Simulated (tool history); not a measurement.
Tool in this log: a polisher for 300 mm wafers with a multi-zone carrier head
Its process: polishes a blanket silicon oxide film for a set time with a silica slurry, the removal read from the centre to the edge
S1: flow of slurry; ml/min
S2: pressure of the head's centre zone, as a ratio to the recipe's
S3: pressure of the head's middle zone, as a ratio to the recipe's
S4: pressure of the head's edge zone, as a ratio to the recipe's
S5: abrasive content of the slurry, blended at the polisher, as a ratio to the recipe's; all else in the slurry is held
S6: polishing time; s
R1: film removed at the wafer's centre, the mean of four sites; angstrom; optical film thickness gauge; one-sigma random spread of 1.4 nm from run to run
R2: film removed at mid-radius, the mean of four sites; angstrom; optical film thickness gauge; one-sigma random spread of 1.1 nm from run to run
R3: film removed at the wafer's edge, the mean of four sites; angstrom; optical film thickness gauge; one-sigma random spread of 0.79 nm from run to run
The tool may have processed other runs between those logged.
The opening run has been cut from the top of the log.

run 2 hour=6.3 | S1=140 S2=0.98 S3=0.98 S4=0.98 S5=0.95 S6=61 | R1=2214.5 R2=2218.7 R3=2226.6
run 3 hour=15.1 | S1=140 S2=0.98 S3=0.98 S4=0.98 S5=0.85 S6=61 | R1=2012.4 R2=2023.7 R3=2058.8
run 4 hour=23.7 | S1=140 S2=0.98 S3=0.98 S4=0.9 S5=0.85 S6=61 | R1=2047.7 R2=2057.5 R3=1977.3
run 5 hour=25 | S1=135 S2=0.96 S3=0.96 S4=0.89 S5=0.8 S6=60 | R1=1825.9 R2=1826 R3=1818.2
run 6 hour=29.2 | S1=130 S2=0.94 S3=0.95 S4=0.88 S5=0.75 S6=60 | R1=1652.8 R2=1721.1 R3=1701.2
run 7 hour=34.8 | S1=125 S2=0.93 S3=0.93 S4=0.87 S5=0.7 S6=60 | R1=1551.2 R2=1553.6 R3=1553.5
run 8 hour=38.8 | S1=120 S2=0.91 S3=0.92 S4=0.87 S5=0.7 S6=60 | R1=1453.9 R2=1540.9 R3=1541.7
run 9 hour=44.5 | S1=100 S2=0.88 S3=0.82 S4=0.83 S5=0.5 S6=54 | R1=713.81 R2=715.83 R3=780.77
run 10 hour=53.3 | S1=140 S2=0.84 S3=0.86 S4=0.93 S5=0.5 S6=49 | R1=666.75 R2=707.06 R3=771.89
run 11 hour=62 | S1=130 S2=0.86 S3=0.89 S4=0.97 S5=0.5 S6=49 | R1=661.58 R2=720.52 R3=776.34
run 12 hour=67.2 | S1=170 S2=0.96 S3=0.96 S4=1.07 S5=0.75 S6=51 | R1=1542.4 R2=1525.5 R3=1625.9
run 13 hour=71.1 | S1=160 S2=0.96 S3=0.96 S4=1.06 S5=0.75 S6=51 | R1=1497.8 R2=1523.4 R3=1616.7
run 14 hour=72.4 | S1=160 S2=0.96 S3=0.96 S4=1.06 S5=0.75 S6=51 | R1=1546 R2=1486 R3=1614.8
run 15 hour=75.3 | S1=150 S2=0.95 S3=0.96 S4=1.05 S5=0.75 S6=51 | R1=1490.1 R2=1509.7 R3=1595.4
run 16 hour=76.7 | S1=120 S2=0.89 S3=0.86 S4=0.95 S5=0.5 S6=46 | R1=645.15 R2=646.18 R3=709.37
run 17 hour=79.5 | S1=130 S2=0.9 S3=0.88 S4=0.99 S5=0.5 S6=46 | R1=668.46 R2=671.14 R3=730.45
run 18 hour=81.2 | S1=145 S2=0.9 S3=0.9 S4=1.02 S5=0.5 S6=46 | R1=676.22 R2=695.5 R3=760.56
run 19 hour=89 | S1=155 S2=0.91 S3=0.92 S4=1.04 S5=0.5 S6=46 | R1=684.65 R2=707.82 R3=772.73
run 20 hour=91.2 | S1=195 S2=0.98 S3=1.02 S4=1.14 S5=0.75 S6=48 | R1=1473.1 R2=1539.3 R3=1587.3

What does the tool deliver on the next run?
run 21 hour=99.4 | S1=195 S2=0.96 S3=1 S4=1.11 S5=0.75 S6=48 | R1=? R2=? R3=?

R1: 1470.2 angstrom
R2: 1499.8 angstrom
R3: 1571.7 angstrom

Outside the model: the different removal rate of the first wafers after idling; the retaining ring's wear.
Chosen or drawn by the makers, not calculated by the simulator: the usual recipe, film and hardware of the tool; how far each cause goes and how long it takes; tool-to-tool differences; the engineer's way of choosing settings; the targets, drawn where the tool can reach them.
